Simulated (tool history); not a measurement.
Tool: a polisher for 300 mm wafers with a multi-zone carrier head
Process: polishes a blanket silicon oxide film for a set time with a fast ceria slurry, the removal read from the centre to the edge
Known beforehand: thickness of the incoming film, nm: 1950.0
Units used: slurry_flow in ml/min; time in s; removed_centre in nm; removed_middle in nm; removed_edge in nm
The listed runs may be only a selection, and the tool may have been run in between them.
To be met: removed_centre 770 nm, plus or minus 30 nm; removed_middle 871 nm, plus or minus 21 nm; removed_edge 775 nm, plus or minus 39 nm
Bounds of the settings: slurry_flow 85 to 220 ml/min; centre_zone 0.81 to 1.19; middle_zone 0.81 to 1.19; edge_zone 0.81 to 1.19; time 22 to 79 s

| run | hour | slurry_flow | centre_zone | middle_zone | edge_zone | time | removed_centre | removed_middle | removed_edge |
|---|---|---|---|---|---|---|---|---|---|
| 1 | 0 | 140 | 1 | 1 | 1 | 50 | 749.33 | 740.86 | 750.65 |
| 2 | 5.3 | 155 | 0.99 | 1.03 | 0.99 | 50 | 768.71 | 771.15 | 746.01 |
| 3 | 10.9 | 155 | 0.99 | 1.03 | 0.99 | 46 | 702.39 | 706.9 | 697.65 |
| 4 | 19 | 135 | 0.99 | 1.03 | 0.99 | 46 | 662.58 | 695.28 | 676.06 |
| 5 | 19.7 | 135 | 0.99 | 1.03 | 0.99 | 34 | 500.8 | 508.5 | 505.15 |
| 6 | 24.9 | 145 | 0.99 | 1.07 | 1.01 | 38 | 567.79 | 595.93 | 561.35 |
| 7 | 29.4 | 155 | 0.98 | 1.09 | 1.04 | 41 | 616.36 | 663.73 | 619 |
| 8 | 31.1 | 165 | 0.98 | 1.11 | 1.07 | 43 | 654.71 | 709.62 | 683.38 |
| 9 | 35.1 | 175 | 0.98 | 1.13 | 1.07 | 44 | 680.45 | 752.09 | 687.56 |
| 10 | 42.9 | 185 | 0.98 | 1.15 | 1.09 | 45 | 697.4 | 789.38 | 718.63 |
| 11 | 49.7 | 190 | 0.99 | 1.16 | 1.1 | 45 | 704.36 | 795.61 | 718.2 |
| 12 | 50.8 | 195 | 1 | 1.17 | 1.11 | 46 | 748.45 | 818.6 | 773.54 |
| 13 | 57.8 | 200 | 1 | 1.18 | 1.1 | 46 | 737.56 | 826.72 | 742.48 |
| 14 | 61.1 | 205 | 1 | 1.18 | 1.1 | 46 | 738.15 | 840.75 | 755.97 |
| 15 | 67 | 220 | 1.02 | 1.19 | 1.11 | 46 | 759.01 | 846.32 | 756.52 |

Of the 5 settings listed for the next run, only one would bring every result within its allowed miss of target. Which one?
| A | 72.9 | 220 | 1.1 | 1.19 | 1.08 | 45 | ? | ? | ? |
| B | 72.9 | 210 | 0.97 | 1.17 | 1.07 | 46 | ? | ? | ? |
| C | 72.9 | 210 | 0.98 | 1.16 | 1.03 | 51 | ? | ? | ? |
| D | 72.9 | 220 | 1.12 | 1.17 | 1.09 | 45 | ? | ? | ? |
| E | 72.9 | 180 | 1.01 | 1.18 | 1.09 | 49 | ? | ? | ? |

| move | removed_centre | removed_middle | removed_edge |
|---|---|---|---|
| A | 784.92 | 838.48 | 718.42 |
| B | 730.3 | 839.79 | 727.79 |
| C | 815.28 | 924.22 | 791.94 |
| D | 794.87 | 826.2 | 721.95 |
| E | 779.52 | 880.69 | 769.32 |
A: moves away from the targets compared with the last run
B: moves away from the targets compared with the last run
C: carries the result that was furthest off beyond its target, to the other side
D: moves away from the targets compared with the last run
E: all results in spec
Move E is the one to make.
